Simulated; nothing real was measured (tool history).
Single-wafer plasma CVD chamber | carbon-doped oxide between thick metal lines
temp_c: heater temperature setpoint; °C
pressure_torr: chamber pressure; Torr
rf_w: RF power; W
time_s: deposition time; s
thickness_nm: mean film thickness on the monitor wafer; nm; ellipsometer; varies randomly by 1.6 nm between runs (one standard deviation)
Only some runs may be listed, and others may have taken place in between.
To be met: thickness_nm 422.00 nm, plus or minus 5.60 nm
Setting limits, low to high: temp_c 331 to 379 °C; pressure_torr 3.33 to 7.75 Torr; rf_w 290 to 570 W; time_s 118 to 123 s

{"run": 1, "hour": 0.0, "temp_c": 355, "pressure_torr": 5.54, "rf_w": 430, "time_s": 123, "thickness_nm": 531.85}
{"run": 2, "hour": 1.9, "temp_c": 345, "pressure_torr": 5.54, "rf_w": 430, "time_s": 123, "thickness_nm": 545.57}
{"run": 3, "hour": 8.0, "temp_c": 350, "pressure_torr": 5.02, "rf_w": 410, "time_s": 123, "thickness_nm": 517.53}
{"run": 4, "hour": 16.2, "temp_c": 360, "pressure_torr": 5.02, "rf_w": 410, "time_s": 123, "thickness_nm": 504.13}
{"run": 5, "hour": 17.8, "temp_c": 363, "pressure_torr": 4.74, "rf_w": 390, "time_s": 123, "thickness_nm": 480.94}
{"run": 6, "hour": 26.1, "temp_c": 363, "pressure_torr": 4.74, "rf_w": 390, "time_s": 118, "thickness_nm": 465.07}
{"run": 7, "hour": 30.2, "temp_c": 365, "pressure_torr": 4.49, "rf_w": 380, "time_s": 118, "thickness_nm": 451.96}
{"run": 8, "hour": 37.9, "temp_c": 367, "pressure_torr": 4.25, "rf_w": 375, "time_s": 118, "thickness_nm": 445.6}
{"run": 9, "hour": 42.8, "temp_c": 369, "pressure_torr": 4.1, "rf_w": 370, "time_s": 118, "thickness_nm": 435.61}

4 next moves are on the table. One of them brings every result within its allowed miss. Which?
{"run": "A", "hour": 47.7, "temp_c": 369, "pressure_torr": 3.33, "rf_w": 400, "time_s": 122, "thickness_nm": "?"}
{"run": "B", "hour": 47.7, "temp_c": 370, "pressure_torr": 4.53, "rf_w": 390, "time_s": 119, "thickness_nm": "?"}
{"run": "C", "hour": 47.7, "temp_c": 367, "pressure_torr": 4.36, "rf_w": 335, "time_s": 120, "thickness_nm": "?"}
{"run": "D", "hour": 47.7, "temp_c": 367, "pressure_torr": 3.35, "rf_w": 400, "time_s": 121, "thickness_nm": "?"}

move=A thickness_nm=459.63
move=B thickness_nm=456.39
move=C thickness_nm=419.49
move=D thickness_nm=457.90
A: lands further from the targets than the last run did
B: lands further from the targets than the last run did
C: each result inside its tolerance
D: lands further from the targets than the last run did
The move that meets every target is C.
